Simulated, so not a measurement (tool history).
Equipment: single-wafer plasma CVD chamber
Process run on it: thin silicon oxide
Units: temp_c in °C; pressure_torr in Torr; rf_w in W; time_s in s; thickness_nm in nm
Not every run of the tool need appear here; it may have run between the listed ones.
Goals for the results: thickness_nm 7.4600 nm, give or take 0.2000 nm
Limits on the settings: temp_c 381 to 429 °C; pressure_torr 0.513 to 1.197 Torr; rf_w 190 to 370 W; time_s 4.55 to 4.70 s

run,hour,temp_c,pressure_torr,rf_w,time_s,thickness_nm
1,0.0,405,0.855,280,4.55,8.3079
2,2.1,405,0.855,320,4.55,9.0469
3,8.6,396,0.855,320,4.55,9.1017
4,10.5,396,0.927,320,4.55,9.5159
5,13.3,396,0.927,320,4.55,9.4474
6,19.1,396,0.884,320,4.55,9.2165
7,26.5,396,0.849,320,4.55,8.9876
8,32.9,396,0.818,320,4.55,8.7577
9,35.5,396,0.792,320,4.55,8.6460
10,42.5,396,0.766,320,4.55,8.4405
11,51.2,396,0.746,320,4.55,8.3664
12,53.6,396,0.726,320,4.55,8.2186
13,57.4,396,0.710,320,4.55,8.1112
14,60.1,396,0.696,320,4.55,8.0098
15,67.1,396,0.684,320,4.55,7.9792

5 candidate next runs follow, results not yet known. Just one meets every target within its allowed miss. Identify it.
A,74.1,401,0.668,280,4.55,?
B,74.1,386,0.670,340,4.62,?
C,74.1,399,0.564,315,4.55,?
D,74.1,392,0.680,320,4.59,?
E,74.1,417,0.752,255,4.70,?

move,thickness_nm
A,7.1876
B,8.2556
C,6.9527
D,7.9831
E,7.4042
A: takes the result that was furthest off past its target
B: its largest miss is bigger than the last run's
C: takes the result that was furthest off past its target
D: about as far from the targets as the last run
E: every result lands within tolerance
Move E is the one to make.
